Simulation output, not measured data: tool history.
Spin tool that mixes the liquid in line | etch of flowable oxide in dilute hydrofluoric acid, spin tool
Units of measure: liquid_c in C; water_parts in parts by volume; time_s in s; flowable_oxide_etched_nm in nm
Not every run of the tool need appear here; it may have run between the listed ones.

run,hour,liquid_c,water_parts,time_s,flowable_oxide_etched_nm
1,0.0,25.0,265,255,38.316
2,7.5,25.0,340,255,27.832
3,9.7,25.0,395,255,22.681
4,17.6,26.5,395,255,23.550
5,24.2,26.5,345,255,28.606
6,31.2,28.0,345,255,29.913
7,32.6,29.0,285,255,40.115
8,34.2,30.0,245,255,50.239

Estimate the outcome of run 9 from the log above:
9,40.7,33.0,140,255,?

Run 9 produced flowable_oxide_etched_nm 112.550 nm.
